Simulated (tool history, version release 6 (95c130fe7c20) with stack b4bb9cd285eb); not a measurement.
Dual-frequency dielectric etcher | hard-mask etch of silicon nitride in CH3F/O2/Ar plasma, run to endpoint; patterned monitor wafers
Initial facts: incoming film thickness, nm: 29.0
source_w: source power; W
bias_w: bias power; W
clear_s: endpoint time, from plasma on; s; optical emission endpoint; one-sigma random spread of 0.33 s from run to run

{"run": 1, "hour": 0.0, "source_w": 470, "bias_w": 59, "clear_s": 43.693}
{"run": 2, "hour": 7.8, "source_w": 460, "bias_w": 58, "clear_s": 44.242}
{"run": 3, "hour": 12.9, "source_w": 450, "bias_w": 57, "clear_s": 44.79}
{"run": 4, "hour": 17.6, "source_w": 450, "bias_w": 64, "clear_s": 43.315}
{"run": 5, "hour": 22.3, "source_w": 450, "bias_w": 73, "clear_s": 41.033}
{"run": 6, "hour": 24.4, "source_w": 430, "bias_w": 72, "clear_s": 42.084}
{"run": 7, "hour": 25.5, "source_w": 410, "bias_w": 71, "clear_s": 42.25}

Predict the results of run 8:
{"run": 8, "hour": 31.0, "source_w": 400, "bias_w": 69, "clear_s": "?"}

clear_s: 42.911 s

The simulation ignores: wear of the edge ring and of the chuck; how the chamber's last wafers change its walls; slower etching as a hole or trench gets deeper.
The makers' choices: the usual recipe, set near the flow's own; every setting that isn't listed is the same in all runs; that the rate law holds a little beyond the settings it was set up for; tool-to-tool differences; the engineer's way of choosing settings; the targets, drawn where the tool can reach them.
